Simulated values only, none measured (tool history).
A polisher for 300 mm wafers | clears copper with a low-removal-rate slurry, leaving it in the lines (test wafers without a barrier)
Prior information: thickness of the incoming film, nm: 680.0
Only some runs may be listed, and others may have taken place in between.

run  hour  flow of slurry (ml/min)  pressure of the wafer on the pad (kPa)  speed of the pad under the wafer (cm/s)  abrasive content of the slurry  overpolish time after the end point (s)  time until the end point was called (s)  dishing of a wide line in a test structure (nm)
  1     0                      190                                      29                                      114                               1                                       18                                   123.99                                           63.704
  2     9                      190                                    33.8                                      116                               1                                       17                                   108.54                                           71.164
  3  13.5                      190                                    33.8                                      116                               1                                       24                                   108.11                                           89.863
  4  17.7                      190                                    37.2                                      122                               1                                       21                                   87.908                                           88.573
  5  20.4                      220                                    37.2                                      122                               1                                       21                                   87.253                                           92.446
  6  21.6                      220                                    39.3                                      124                               1                                       20                                   85.779                                           90.588
  7  29.5                      220                                    41.4                                      128                               1                                       19                                   78.996                                           95.506

Run 8 comes next. What will it give?
  8  30.4                      220                                    42.7                                      132                               1                                       17                                        ?                                                ?

{"run 8": {"time until the end point was called (s)": 73.913, "dishing of a wide line in a test structure (nm)": 93.84}}
